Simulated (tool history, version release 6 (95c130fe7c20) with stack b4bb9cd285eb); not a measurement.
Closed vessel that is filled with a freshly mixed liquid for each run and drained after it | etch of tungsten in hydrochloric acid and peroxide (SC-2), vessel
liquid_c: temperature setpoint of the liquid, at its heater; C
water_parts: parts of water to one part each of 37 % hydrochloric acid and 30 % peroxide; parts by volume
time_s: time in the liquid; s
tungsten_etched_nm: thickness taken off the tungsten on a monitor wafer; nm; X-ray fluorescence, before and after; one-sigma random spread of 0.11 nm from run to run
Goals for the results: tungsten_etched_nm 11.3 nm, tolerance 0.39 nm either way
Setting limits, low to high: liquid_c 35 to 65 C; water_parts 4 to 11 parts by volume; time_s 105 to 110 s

run 1 hour=0 | liquid_c=49 water_parts=6 time_s=105 | tungsten_etched_nm=33.705
run 2 hour=4.9 | liquid_c=46 water_parts=6 time_s=105 | tungsten_etched_nm=27.392
run 3 hour=7.7 | liquid_c=46 water_parts=6 time_s=105 | tungsten_etched_nm=27.605
run 4 hour=13.8 | liquid_c=43.5 water_parts=6 time_s=105 | tungsten_etched_nm=22.984
run 5 hour=16.1 | liquid_c=48.5 water_parts=6 time_s=105 | tungsten_etched_nm=32.841
run 6 hour=25.2 | liquid_c=45.5 water_parts=6 time_s=105 | tungsten_etched_nm=27.291
run 7 hour=28 | liquid_c=43.5 water_parts=6.5 time_s=105 | tungsten_etched_nm=22.064
run 8 hour=30.7 | liquid_c=41.5 water_parts=6.5 time_s=105 | tungsten_etched_nm=19.098
run 9 hour=32.6 | liquid_c=40 water_parts=6.5 time_s=105 | tungsten_etched_nm=17.227
run 10 hour=37.4 | liquid_c=35 water_parts=7.5 time_s=105 | tungsten_etched_nm=10.556

Exactly one of the 5 candidate moves below puts every result within its allowed miss. Which one?
run A hour=42.2 | liquid_c=36 water_parts=8.5 time_s=105 | tungsten_etched_nm=?
run B hour=42.2 | liquid_c=37.5 water_parts=8 time_s=105 | tungsten_etched_nm=?
run C hour=42.2 | liquid_c=39 water_parts=11 time_s=105 | tungsten_etched_nm=?
run D hour=42.2 | liquid_c=35.5 water_parts=8 time_s=105 | tungsten_etched_nm=?
run E hour=42.2 | liquid_c=38 water_parts=9 time_s=105 | tungsten_etched_nm=?

move=A tungsten_etched_nm=10.47
move=B tungsten_etched_nm=12.257
move=C tungsten_etched_nm=10.5
move=D tungsten_etched_nm=10.6
move=E tungsten_etched_nm=11.551
A: its largest miss is bigger than the last run's
B: pushes the last run's worst result past its target
C: its largest miss is bigger than the last run's
D: nearer the targets than the last run, but a result is still out of spec
E: in spec on every target
E meets every target.
